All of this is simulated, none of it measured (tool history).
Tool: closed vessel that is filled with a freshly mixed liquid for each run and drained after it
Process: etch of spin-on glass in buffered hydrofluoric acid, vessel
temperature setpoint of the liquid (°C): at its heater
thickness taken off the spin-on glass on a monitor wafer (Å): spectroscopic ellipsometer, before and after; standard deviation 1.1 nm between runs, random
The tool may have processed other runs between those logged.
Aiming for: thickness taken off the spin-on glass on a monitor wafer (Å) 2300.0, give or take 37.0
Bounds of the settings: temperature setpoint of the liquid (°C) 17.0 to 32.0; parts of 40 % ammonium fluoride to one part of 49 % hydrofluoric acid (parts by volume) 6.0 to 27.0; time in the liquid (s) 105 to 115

| run | hour | temperature setpoint of the liquid (°C) | parts of 40 % ammonium fluoride to one part of 49 % hydrofluoric acid (parts by volume) | time in the liquid (s) | thickness taken off the spin-on glass on a monitor wafer (Å) |
|---|---|---|---|---|---|
| 1 | 0.0 | 24.0 | 16.5 | 105 | 2085.6 |
| 2 | 7.6 | 24.0 | 18.0 | 105 | 1929.5 |
| 3 | 15.1 | 25.0 | 18.0 | 105 | 2035.2 |
| 4 | 17.4 | 21.5 | 18.0 | 105 | 1674.3 |
| 5 | 23.4 | 23.0 | 18.0 | 105 | 1830.8 |
| 6 | 27.2 | 23.0 | 18.0 | 105 | 1821.5 |
| 7 | 29.5 | 23.0 | 18.0 | 105 | 1811.7 |
| 8 | 32.6 | 24.0 | 18.0 | 105 | 1924.1 |
| 9 | 39.1 | 25.0 | 18.0 | 105 | 2048.3 |
| 10 | 40.6 | 25.5 | 18.0 | 105 | 2090.7 |
| 11 | 42.9 | 25.5 | 18.0 | 105 | 2092.3 |
| 12 | 48.9 | 25.5 | 18.0 | 105 | 2100.5 |
| 13 | 53.3 | 26.0 | 18.0 | 105 | 2141.2 |

Next run, 4 choices. One meets every target within its allowed miss, the rest don't. Which?
| A | 57.7 | 24.5 | 19.5 | 110 | ? |
| B | 57.7 | 24.5 | 15.5 | 105 | ? |
| C | 57.7 | 25.5 | 20.0 | 110 | ? |
| D | 57.7 | 25.5 | 19.5 | 110 | ? |

| move | thickness taken off the spin-on glass on a monitor wafer (Å) |
|---|---|
| A | 1917.7 |
| B | 2294.9 |
| C | 1975.0 |
| D | 2024.9 |
A: its largest miss is bigger than the last run's
B: in spec on every target
C: its largest miss is bigger than the last run's
D: its largest miss is bigger than the last run's
Correct choice: B, which meets every target
